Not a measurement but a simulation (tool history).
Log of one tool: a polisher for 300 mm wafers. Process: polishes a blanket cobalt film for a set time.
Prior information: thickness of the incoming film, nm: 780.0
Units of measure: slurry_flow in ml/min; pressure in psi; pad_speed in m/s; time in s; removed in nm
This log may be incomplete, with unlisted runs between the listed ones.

| run | hour | slurry_flow | pressure | pad_speed | time | removed |
|---|---|---|---|---|---|---|
| 1 | 0.0 | 195 | 2.4 | 0.84 | 32 | 138.110 |
| 2 | 8.2 | 195 | 2.1 | 0.84 | 32 | 123.880 |
| 3 | 13.7 | 195 | 2.1 | 0.72 | 32 | 105.900 |
| 4 | 22.5 | 195 | 2.1 | 0.72 | 30 | 99.081 |
| 5 | 30.3 | 195 | 2.1 | 0.72 | 32 | 105.560 |
| 6 | 31.6 | 200 | 2.3 | 0.74 | 32 | 116.060 |
| 7 | 37.7 | 200 | 2.5 | 0.78 | 32 | 130.460 |
| 8 | 39.8 | 200 | 2.7 | 0.80 | 32 | 145.620 |
| 9 | 45.3 | 230 | 3.3 | 0.94 | 32 | 204.530 |
| 10 | 46.4 | 230 | 3.4 | 0.96 | 32 | 218.880 |

What will run 11 give?
| 11 | 52.6 | 230 | 3.6 | 1.00 | 32 | ? |

removed: 233.270 nm

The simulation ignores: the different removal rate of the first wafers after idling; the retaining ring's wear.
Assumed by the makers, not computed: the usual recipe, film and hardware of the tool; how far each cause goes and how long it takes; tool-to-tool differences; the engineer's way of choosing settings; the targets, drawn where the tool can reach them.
